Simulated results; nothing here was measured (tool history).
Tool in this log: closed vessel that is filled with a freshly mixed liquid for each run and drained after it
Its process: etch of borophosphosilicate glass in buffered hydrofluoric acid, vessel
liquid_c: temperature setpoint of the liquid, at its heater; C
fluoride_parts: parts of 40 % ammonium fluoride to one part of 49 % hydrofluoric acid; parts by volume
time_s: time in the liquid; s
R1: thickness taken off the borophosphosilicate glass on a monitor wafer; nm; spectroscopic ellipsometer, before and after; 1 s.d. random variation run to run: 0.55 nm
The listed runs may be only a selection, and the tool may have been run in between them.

{"run": 1, "hour": 0.0, "liquid_c": 22.0, "fluoride_parts": 23.5, "time_s": 100, "R1": 89.121}
{"run": 2, "hour": 6.7, "liquid_c": 23.0, "fluoride_parts": 22.5, "time_s": 100, "R1": 97.636}
{"run": 3, "hour": 8.8, "liquid_c": 20.0, "fluoride_parts": 22.5, "time_s": 100, "R1": 82.768}
{"run": 4, "hour": 16.8, "liquid_c": 17.0, "fluoride_parts": 22.5, "time_s": 100, "R1": 69.885}
{"run": 5, "hour": 18.8, "liquid_c": 17.0, "fluoride_parts": 16.5, "time_s": 100, "R1": 91.771}
{"run": 6, "hour": 19.7, "liquid_c": 17.0, "fluoride_parts": 16.5, "time_s": 100, "R1": 91.891}
{"run": 7, "hour": 23.4, "liquid_c": 18.5, "fluoride_parts": 16.5, "time_s": 100, "R1": 100.52}

Expected results for the next run?
{"run": 8, "hour": 29.1, "liquid_c": 22.5, "fluoride_parts": 16.0, "time_s": 100, "R1": "?"}

{"run 8": {"R1": 128.43}}
